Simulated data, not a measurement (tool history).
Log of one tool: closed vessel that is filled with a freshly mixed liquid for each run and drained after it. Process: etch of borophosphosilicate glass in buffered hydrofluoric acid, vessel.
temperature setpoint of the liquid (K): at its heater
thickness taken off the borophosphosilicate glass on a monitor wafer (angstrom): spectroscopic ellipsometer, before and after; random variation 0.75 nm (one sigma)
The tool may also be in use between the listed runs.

run,hour,temperature setpoint of the liquid (K),parts of 40 % ammonium fluoride to one part of 49 % hydrofluoric acid (parts by volume),time in the liquid (s),thickness taken off the borophosphosilicate glass on a monitor wafer (angstrom)
1,0,296.15,19.5,95,842.3
2,7.6,293.15,19.5,95,707.5
3,15.8,290.65,19.5,95,611.21
4,19.6,292.15,19.5,95,672.5
5,23.9,292.15,15,95,877.67
6,25.2,292.15,15,95,866.81
7,31.2,292.15,15,95,870
8,34.2,292.65,15,95,897.57
9,38.3,293.15,15,95,918.54

Forecast run 10:
10,45.7,293.65,15,95,?

{"run 10": {"thickness taken off the borophosphosilicate glass on a monitor wafer (angstrom)": 941.47}}
